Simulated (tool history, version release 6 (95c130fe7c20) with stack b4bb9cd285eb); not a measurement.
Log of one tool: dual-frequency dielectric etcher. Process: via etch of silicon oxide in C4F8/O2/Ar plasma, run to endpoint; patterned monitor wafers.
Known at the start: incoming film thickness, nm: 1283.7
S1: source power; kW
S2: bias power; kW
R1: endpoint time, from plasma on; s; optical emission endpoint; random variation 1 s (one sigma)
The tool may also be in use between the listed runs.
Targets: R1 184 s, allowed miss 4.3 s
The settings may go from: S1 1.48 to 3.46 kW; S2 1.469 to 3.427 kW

{"run": 1, "hour": 0.0, "S1": 2.47, "S2": 2.448, "R1": 205.61}
{"run": 2, "hour": 5.0, "S1": 2.17, "S2": 2.448, "R1": 214.92}
{"run": 3, "hour": 8.7, "S1": 2.29, "S2": 2.486, "R1": 209.98}
{"run": 4, "hour": 16.9, "S1": 2.39, "S2": 2.518, "R1": 206.46}
{"run": 5, "hour": 24.0, "S1": 2.48, "S2": 2.548, "R1": 204.9}
{"run": 6, "hour": 24.8, "S1": 2.28, "S2": 2.548, "R1": 208.6}
{"run": 7, "hour": 28.4, "S1": 2.38, "S2": 2.588, "R1": 205.88}
{"run": 8, "hour": 36.1, "S1": 2.47, "S2": 2.626, "R1": 202.07}
{"run": 9, "hour": 44.0, "S1": 2.47, "S2": 2.626, "R1": 201.76}
{"run": 10, "hour": 48.7, "S1": 2.54, "S2": 2.652, "R1": 196.55}
{"run": 11, "hour": 54.4, "S1": 2.59, "S2": 2.662, "R1": 197.38}
{"run": 12, "hour": 58.8, "S1": 2.65, "S2": 2.681, "R1": 194.27}
{"run": 13, "hour": 60.9, "S1": 2.69, "S2": 2.693, "R1": 193.77}

Which of these 4 next moves meets every target?
{"run": "A", "hour": 63.0, "S1": 2.5, "S2": 2.579, "R1": "?"}
{"run": "B", "hour": 63.0, "S1": 2.99, "S2": 2.757, "R1": "?"}
{"run": "C", "hour": 63.0, "S1": 2.16, "S2": 2.817, "R1": "?"}
{"run": "D", "hour": 63.0, "S1": 2.56, "S2": 2.548, "R1": "?"}

move=A R1=201.38
move=B R1=185.21
move=C R1=207.07
move=D R1=200.32
A: further off than the last run
B: meets every target
C: further off than the last run
D: further off than the last run
The right move is B.

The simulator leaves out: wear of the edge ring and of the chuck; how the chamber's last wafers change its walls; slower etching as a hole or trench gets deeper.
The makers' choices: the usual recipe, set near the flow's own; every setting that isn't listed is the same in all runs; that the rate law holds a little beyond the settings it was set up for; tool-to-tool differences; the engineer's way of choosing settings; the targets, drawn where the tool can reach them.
